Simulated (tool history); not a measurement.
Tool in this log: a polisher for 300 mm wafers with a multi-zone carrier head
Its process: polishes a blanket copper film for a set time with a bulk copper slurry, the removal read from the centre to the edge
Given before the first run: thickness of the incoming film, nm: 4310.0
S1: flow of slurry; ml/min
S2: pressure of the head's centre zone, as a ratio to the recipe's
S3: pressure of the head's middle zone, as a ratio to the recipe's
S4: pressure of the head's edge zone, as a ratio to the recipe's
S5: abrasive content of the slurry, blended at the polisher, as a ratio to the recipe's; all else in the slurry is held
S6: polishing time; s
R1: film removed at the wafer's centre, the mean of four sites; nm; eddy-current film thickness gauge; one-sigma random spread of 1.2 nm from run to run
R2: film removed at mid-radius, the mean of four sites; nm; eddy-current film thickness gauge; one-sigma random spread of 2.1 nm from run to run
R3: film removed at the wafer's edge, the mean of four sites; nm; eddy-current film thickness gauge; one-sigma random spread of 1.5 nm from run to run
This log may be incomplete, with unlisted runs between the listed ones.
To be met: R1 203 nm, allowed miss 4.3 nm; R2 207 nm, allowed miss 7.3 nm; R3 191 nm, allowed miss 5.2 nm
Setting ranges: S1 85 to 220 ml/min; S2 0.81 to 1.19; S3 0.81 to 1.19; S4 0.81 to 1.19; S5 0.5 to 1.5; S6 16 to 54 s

run	day	S1	S2	S3	S4	S5	S6	R1	R2	R3
1	0	140	1	1	1	1	35	264.01	258.08	273.25
2	0.025	140	1	1	1	1	29	222.57	211.25	226.37
3	0.229	130	1	1.02	0.96	0.95	29	215.39	207.56	219.25
4	0.483	130	1	1.09	0.96	0.95	29	213.87	225.71	220.55
5	0.538	125	1.01	1.1	0.93	0.9	29	210.48	217.78	210.46
6	0.558	125	1.01	1.1	0.93	0.9	36	262.63	270.56	259.49
7	0.625	125	1.01	1.1	0.9	0.8	35	245.21	256.58	240.66
# day 0.912: slurry nozzle cleaned
8	0.912	125	1.01	1.09	0.88	0.75	34	244.4	254.77	233.32
9	1.017	120	1.01	1.08	0.87	0.7	33	229.41	238.28	224.06
10	1.329	115	1.02	1.08	0.86	0.65	32	218.22	223.95	207.95
11	1.654	110	1.02	1.08	0.85	0.65	32	215.88	217.49	205.48
12	1.883	105	1.02	1.09	0.84	0.65	32	213.13	217.46	201.89
13	2.046	100	1.02	1.09	0.83	0.65	32	211.78	219.03	198.17
14	2.1	85	1.01	1.05	0.81	0.6	32	195.81	196.45	186.24

4 next moves are on the table. One of them brings every result within its allowed miss. Which?
A	2.154	85	1.02	1.07	0.81	0.5	35	?	?	?
B	2.154	95	0.94	1.1	0.88	0.6	31	?	?	?
C	2.154	95	1.05	1.13	0.84	0.65	29	?	?	?
D	2.154	90	0.97	1.1	0.84	0.6	31	?	?	?

move	R1	R2	R3
A	200.97	204.45	192.26
B	180.77	202.35	191.21
C	192.37	198.73	179.72
D	183.66	200.04	185.82
A: in spec on every target
B: lands further from the targets than the last run did
C: lands further from the targets than the last run did
D: lands further from the targets than the last run did
The right move is A.

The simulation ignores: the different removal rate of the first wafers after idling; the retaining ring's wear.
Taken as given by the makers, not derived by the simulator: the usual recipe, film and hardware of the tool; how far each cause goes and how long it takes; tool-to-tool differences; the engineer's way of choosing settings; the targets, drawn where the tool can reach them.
